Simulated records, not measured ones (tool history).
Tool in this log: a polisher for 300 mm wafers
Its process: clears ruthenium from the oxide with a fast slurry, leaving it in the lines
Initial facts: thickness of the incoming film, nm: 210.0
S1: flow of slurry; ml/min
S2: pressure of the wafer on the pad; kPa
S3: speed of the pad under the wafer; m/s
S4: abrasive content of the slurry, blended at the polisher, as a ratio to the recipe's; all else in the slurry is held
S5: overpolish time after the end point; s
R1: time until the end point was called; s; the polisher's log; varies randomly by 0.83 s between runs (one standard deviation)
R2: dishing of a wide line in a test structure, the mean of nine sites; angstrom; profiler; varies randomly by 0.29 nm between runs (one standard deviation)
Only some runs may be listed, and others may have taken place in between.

{"run": 1, "hour": 0.0, "S1": 290, "S2": 14.5, "S3": 1.18, "S4": 1.0, "S5": 17, "R1": 58.742, "R2": 436.81}
{"run": 2, "hour": 5.4, "S1": 290, "S2": 13.1, "S3": 1.18, "S4": 1.0, "S5": 14, "R1": 65.343, "R2": 358.63}
{"run": 3, "hour": 11.3, "S1": 290, "S2": 14.5, "S3": 1.18, "S4": 1.0, "S5": 14, "R1": 58.57, "R2": 362.97}
{"run": 4, "hour": 13.3, "S1": 290, "S2": 15.2, "S3": 1.04, "S4": 1.0, "S5": 12, "R1": 64.307, "R2": 305.58}
{"run": 5, "hour": 15.8, "S1": 290, "S2": 15.2, "S3": 1.04, "S4": 1.0, "S5": 17, "R1": 64.0, "R2": 412.08}
{"run": 6, "hour": 23.4, "S1": 290, "S2": 15.2, "S3": 1.04, "S4": 1.0, "S5": 12, "R1": 62.238, "R2": 300.3}

Run 7, settings as shown, results not yet in. Your forecast:
{"run": 7, "hour": 24.8, "S1": 290, "S2": 15.2, "S3": 0.96, "S4": 1.0, "S5": 10, "R1": "?", "R2": "?"}

{"run 7": {"R1": 68.198, "R2": 240.46}}
